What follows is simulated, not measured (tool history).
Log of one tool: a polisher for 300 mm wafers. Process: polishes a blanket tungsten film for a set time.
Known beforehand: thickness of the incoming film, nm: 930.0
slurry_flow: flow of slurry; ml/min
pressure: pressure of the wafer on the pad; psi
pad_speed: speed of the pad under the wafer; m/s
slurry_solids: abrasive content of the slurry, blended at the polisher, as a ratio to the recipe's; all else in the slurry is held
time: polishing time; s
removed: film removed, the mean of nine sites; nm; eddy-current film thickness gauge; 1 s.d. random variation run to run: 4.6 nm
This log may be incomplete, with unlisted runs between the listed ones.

run,day,slurry_flow,pressure,pad_speed,slurry_solids,time,removed
1,0.000,285,4.4,1.04,1.00,74,473.16
2,0.304,285,3.9,1.04,1.00,74,427.35
3,0.550,285,3.6,1.04,1.00,74,405.34
4,0.796,250,3.6,1.04,1.00,74,412.81
5,0.862,250,3.3,1.04,1.00,74,384.31
6,1.046,250,3.3,1.04,1.15,74,398.70
7,1.258,250,3.3,1.04,1.15,74,393.79
8,1.304,250,3.1,1.04,1.15,74,381.72

For run 9, what comes out?
9,1.425,250,2.9,1.04,1.15,74,?

removed: 356.51 nm
